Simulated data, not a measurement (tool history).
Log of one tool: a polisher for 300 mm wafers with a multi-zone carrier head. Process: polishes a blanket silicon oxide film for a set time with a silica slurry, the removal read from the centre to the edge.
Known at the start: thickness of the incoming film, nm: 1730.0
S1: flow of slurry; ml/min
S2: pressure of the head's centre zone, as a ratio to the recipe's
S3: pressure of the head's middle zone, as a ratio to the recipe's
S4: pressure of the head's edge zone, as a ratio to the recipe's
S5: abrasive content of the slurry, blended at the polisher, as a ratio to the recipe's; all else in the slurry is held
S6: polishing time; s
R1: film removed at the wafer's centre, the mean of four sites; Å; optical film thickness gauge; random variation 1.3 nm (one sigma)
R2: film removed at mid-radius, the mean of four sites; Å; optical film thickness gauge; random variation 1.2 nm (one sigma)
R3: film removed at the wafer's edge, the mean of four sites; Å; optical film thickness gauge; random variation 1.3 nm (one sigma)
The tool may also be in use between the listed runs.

{"run": 1, "hour": 0.0, "S1": 140, "S2": 1, "S3": 1, "S4": 1, "S5": 1, "S6": 76, "R1": 2645.6, "R2": 2725.5, "R3": 2670.3}
{"run": 2, "hour": 5.9, "S1": 165, "S2": 1, "S3": 1, "S4": 1, "S5": 1, "S6": 76, "R1": 2716.4, "R2": 2783.1, "R3": 2758.4}
{"run": 3, "hour": 9.1, "S1": 145, "S2": 0.99, "S3": 1.02, "S4": 0.95, "S5": 0.85, "S6": 72, "R1": 2265.4, "R2": 2391.6, "R3": 2273.3}
{"run": 4, "hour": 10.3, "S1": 130, "S2": 0.99, "S3": 1.05, "S4": 0.91, "S5": 0.75, "S6": 70, "R1": 2050.1, "R2": 2164.2, "R3": 1993}
{"run": 5, "hour": 11.9, "S1": 120, "S2": 0.98, "S3": 1.08, "S4": 0.88, "S5": 0.7, "S6": 69, "R1": 1856.6, "R2": 2100.7, "R3": 1831.2}
{"run": 6, "hour": 13.6, "S1": 120, "S2": 1.02, "S3": 1.08, "S4": 0.88, "S5": 0.7, "S6": 69, "R1": 1977.8, "R2": 2091.8, "R3": 1801.9}
{"run": 7, "hour": 22.1, "S1": 110, "S2": 1.01, "S3": 1.09, "S4": 0.86, "S5": 0.65, "S6": 69, "R1": 1826.3, "R2": 1961.3, "R3": 1703.4}
{"run": 8, "hour": 25.9, "S1": 105, "S2": 1.01, "S3": 1.11, "S4": 0.85, "S5": 0.6, "S6": 69, "R1": 1685.5, "R2": 1895.8, "R3": 1611.4}
{"run": 9, "hour": 31.4, "S1": 100, "S2": 1.01, "S3": 1.12, "S4": 0.84, "S5": 0.6, "S6": 69, "R1": 1660.1, "R2": 1883.7, "R3": 1560.9}
{"run": 10, "hour": 35.6, "S1": 95, "S2": 1.01, "S3": 1.12, "S4": 0.84, "S5": 0.6, "S6": 69, "R1": 1656.4, "R2": 1853.1, "R3": 1588.2}
{"run": 11, "hour": 41.3, "S1": 95, "S2": 1.01, "S3": 1.13, "S4": 0.83, "S5": 0.6, "S6": 69, "R1": 1662.7, "R2": 1863.3, "R3": 1556.3}

The next listed run, before its measurement:
{"run": 12, "hour": 48.6, "S1": 95, "S2": 1.01, "S3": 1.14, "S4": 0.82, "S5": 0.6, "S6": 69, "R1": "?", "R2": "?", "R3": "?"}

{"run 12": {"R1": 1632, "R2": 1885.6, "R3": 1580.6}}
